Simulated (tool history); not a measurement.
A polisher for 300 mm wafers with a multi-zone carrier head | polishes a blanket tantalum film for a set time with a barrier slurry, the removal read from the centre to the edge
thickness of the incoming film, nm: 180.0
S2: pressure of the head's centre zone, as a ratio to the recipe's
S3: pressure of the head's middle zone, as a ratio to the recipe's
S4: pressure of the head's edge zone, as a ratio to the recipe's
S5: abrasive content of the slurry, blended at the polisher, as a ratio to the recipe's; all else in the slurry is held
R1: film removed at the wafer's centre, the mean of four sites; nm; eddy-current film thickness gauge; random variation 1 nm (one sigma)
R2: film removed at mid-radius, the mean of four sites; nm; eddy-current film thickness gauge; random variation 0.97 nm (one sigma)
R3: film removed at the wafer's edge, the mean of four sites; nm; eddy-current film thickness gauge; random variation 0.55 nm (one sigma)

run 1 day=0 | flow_of_slurry_(ml/min)=310 S2=1 S3=1 S4=1 S5=1 polishing_time_(s)=42 | R1=67.107 R2=66.528 R3=64.44
run 2 day=0.333 | flow_of_slurry_(ml/min)=310 S2=0.93 S3=1 S4=1 S5=1 polishing_time_(s)=42 | R1=62.338 R2=65.899 R3=64.667
run 3 day=0.579 | flow_of_slurry_(ml/min)=310 S2=0.93 S3=1 S4=1.08 S5=1 polishing_time_(s)=42 | R1=60.871 R2=64.64 R3=66.867
run 4 day=0.675 | flow_of_slurry_(ml/min)=370 S2=0.93 S3=1 S4=1.08 S5=1 polishing_time_(s)=42 | R1=62.341 R2=65.995 R3=67.475
run 5 day=0.792 | flow_of_slurry_(ml/min)=340 S2=0.93 S3=1 S4=1.08 S5=1 polishing_time_(s)=42 | R1=61.641 R2=66.543 R3=67.312
run 6 day=0.992 | flow_of_slurry_(ml/min)=345 S2=0.97 S3=1.04 S4=1.09 S5=1.15 polishing_time_(s)=43 | R1=67.716 R2=71.314 R3=70.836
run 7 day=1.208 | flow_of_slurry_(ml/min)=350 S2=1 S3=1.07 S4=1.09 S5=1.25 polishing_time_(s)=44 | R1=72.603 R2=74.602 R3=73.896
run 8 day=1.562 | flow_of_slurry_(ml/min)=355 S2=1.01 S3=1.1 S4=1.07 S5=1.3 polishing_time_(s)=45 | R1=76.809 R2=80.026 R3=74.692

Forecast run 9:
run 9 day=1.704 | flow_of_slurry_(ml/min)=360 S2=1.02 S3=1.12 S4=1.08 S5=1.35 polishing_time_(s)=46 | R1=? R2=? R3=?

R1: 79.456 nm
R2: 84.39 nm
R3: 78.222 nm
